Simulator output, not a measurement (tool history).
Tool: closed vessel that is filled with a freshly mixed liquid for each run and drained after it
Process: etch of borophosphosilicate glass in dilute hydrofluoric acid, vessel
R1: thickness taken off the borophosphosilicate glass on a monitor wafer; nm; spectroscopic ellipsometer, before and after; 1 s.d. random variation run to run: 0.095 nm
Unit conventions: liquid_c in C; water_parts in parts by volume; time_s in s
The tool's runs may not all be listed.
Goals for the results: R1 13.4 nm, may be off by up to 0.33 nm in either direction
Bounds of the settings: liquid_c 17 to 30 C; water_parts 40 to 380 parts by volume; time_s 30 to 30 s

{"run": 1, "hour": 0.0, "liquid_c": 22, "water_parts": 210, "time_s": 30, "R1": 5.8339}
{"run": 2, "hour": 8.7, "liquid_c": 20.5, "water_parts": 210, "time_s": 30, "R1": 5.5601}
{"run": 3, "hour": 13.4, "liquid_c": 21.5, "water_parts": 200, "time_s": 30, "R1": 6.0992}
{"run": 4, "hour": 15.9, "liquid_c": 21.5, "water_parts": 240, "time_s": 30, "R1": 4.9481}
{"run": 5, "hour": 24.5, "liquid_c": 21.5, "water_parts": 240, "time_s": 30, "R1": 4.9103}
{"run": 6, "hour": 28.1, "liquid_c": 21.5, "water_parts": 240, "time_s": 30, "R1": 4.8633}
{"run": 7, "hour": 30.0, "liquid_c": 22.5, "water_parts": 225, "time_s": 30, "R1": 5.5214}
{"run": 8, "hour": 31.4, "liquid_c": 23.5, "water_parts": 215, "time_s": 30, "R1": 6.0533}
{"run": 9, "hour": 34.4, "liquid_c": 23.5, "water_parts": 215, "time_s": 30, "R1": 6.0152}
{"run": 10, "hour": 41.9, "liquid_c": 24, "water_parts": 205, "time_s": 30, "R1": 6.4291}
{"run": 11, "hour": 46.6, "liquid_c": 24.5, "water_parts": 195, "time_s": 30, "R1": 7.0808}
{"run": 12, "hour": 49.0, "liquid_c": 28.5, "water_parts": 115, "time_s": 30, "R1": 15.398}
{"run": 13, "hour": 54.0, "liquid_c": 28, "water_parts": 115, "time_s": 30, "R1": 14.899}
{"run": 14, "hour": 55.2, "liquid_c": 26.5, "water_parts": 115, "time_s": 30, "R1": 14.281}

Exercise: of the 4 proposed moves below, exactly one satisfies all targets within the stated allowed misses. Which move is it?
{"run": "A", "hour": 56.4, "liquid_c": 28, "water_parts": 135, "time_s": 30, "R1": "?"}
{"run": "B", "hour": 56.4, "liquid_c": 25.5, "water_parts": 125, "time_s": 30, "R1": "?"}
{"run": "C", "hour": 56.4, "liquid_c": 26, "water_parts": 125, "time_s": 30, "R1": "?"}
{"run": "D", "hour": 56.4, "liquid_c": 26.5, "water_parts": 120, "time_s": 30, "R1": "?"}

move=A R1=12.472
move=B R1=12.411
move=C R1=12.651
move=D R1=13.516
A: pushes the last run's worst result past its target
B: pushes the last run's worst result past its target
C: pushes the last run's worst result past its target
D: every result lands within tolerance
Move D is the one to make.
